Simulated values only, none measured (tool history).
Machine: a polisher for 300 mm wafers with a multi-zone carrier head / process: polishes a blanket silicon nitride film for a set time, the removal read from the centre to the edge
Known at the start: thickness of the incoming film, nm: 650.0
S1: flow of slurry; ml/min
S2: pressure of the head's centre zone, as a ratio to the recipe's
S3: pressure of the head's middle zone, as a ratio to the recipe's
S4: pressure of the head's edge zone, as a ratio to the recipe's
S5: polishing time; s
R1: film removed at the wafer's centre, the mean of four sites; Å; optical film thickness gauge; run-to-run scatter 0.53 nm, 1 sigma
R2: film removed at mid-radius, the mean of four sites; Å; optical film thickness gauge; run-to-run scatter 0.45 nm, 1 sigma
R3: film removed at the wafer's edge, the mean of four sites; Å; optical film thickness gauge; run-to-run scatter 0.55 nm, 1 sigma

run,day,S1,S2,S3,S4,S5,R1,R2,R3
1,0,130,1,1,1,82,1100.3,1047.8,1043.7
2,0.183,130,1,1,0.96,82,1083.6,1034.3,1033.5
3,0.321,130,1,1,0.99,82,1070,1047,1041.2
4,0.588,130,1,1,0.93,82,1069.4,1030.9,1014.5
5,0.929,125,0.97,0.99,0.92,77,967.53,967.09,947.84
6,1,150,0.97,0.99,0.92,77,1002.3,993.79,981.43
7,1.329,140,0.95,0.97,0.92,72,926.8,903.77,907.67
8,1.612,130,0.93,0.97,0.96,67,818.35,831.05,836.42
9,1.708,125,0.91,0.96,0.98,64,773.15,766.7,800.46
10,2.062,90,0.81,1.06,1.08,41,381.74,490.41,508.07

Predict the results of run 11:
# day 2.138: edge zone pressure recalibrated
11,2.138,125,0.86,0.98,1.13,42,?,?,?

Run 11 gave R1 466.7 Å, R2 515.36 Å, R3 579.33 Å.
